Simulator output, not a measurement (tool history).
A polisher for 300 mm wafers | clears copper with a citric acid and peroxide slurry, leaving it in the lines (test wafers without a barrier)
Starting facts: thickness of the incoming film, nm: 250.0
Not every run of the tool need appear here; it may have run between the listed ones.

| run | hour | flow of slurry (ml/min) | pressure of the wafer on the pad (psi) | speed of the pad under the wafer (cm/s) | abrasive content of the slurry | overpolish time after the end point (s) | time until the end point was called (s) | dishing of a wide line in a test structure (angstrom) |
|---|---|---|---|---|---|---|---|---|
| 1 | 0.0 | 230 | 3.7 | 90 | 1.0 | 24 | 95.605 | 427.64 |
| 2 | 8.6 | 230 | 4.0 | 90 | 1.0 | 24 | 88.960 | 438.82 |
| 3 | 15.4 | 230 | 3.5 | 90 | 1.0 | 25 | 96.219 | 427.12 |
| 4 | 20.1 | 230 | 3.5 | 90 | 0.9 | 25 | 99.149 | 428.24 |
|  | 27.4 | slurry nozzle cleaned |
| 5 | 27.4 | 250 | 3.5 | 90 | 0.9 | 25 | 95.608 | 439.10 |
| 6 | 29.0 | 230 | 3.1 | 90 | 0.9 | 26 | 104.150 | 414.02 |
| 7 | 32.1 | 220 | 2.7 | 88 | 0.9 | 28 | 119.740 | 404.70 |

Estimate the outcome of run 8 from the log above:
| 8 | 35.2 | 210 | 2.6 | 88 | 0.9 | 29 | ? | ? |

time until the end point was called (s): 122.970
dishing of a wide line in a test structure (angstrom): 395.80

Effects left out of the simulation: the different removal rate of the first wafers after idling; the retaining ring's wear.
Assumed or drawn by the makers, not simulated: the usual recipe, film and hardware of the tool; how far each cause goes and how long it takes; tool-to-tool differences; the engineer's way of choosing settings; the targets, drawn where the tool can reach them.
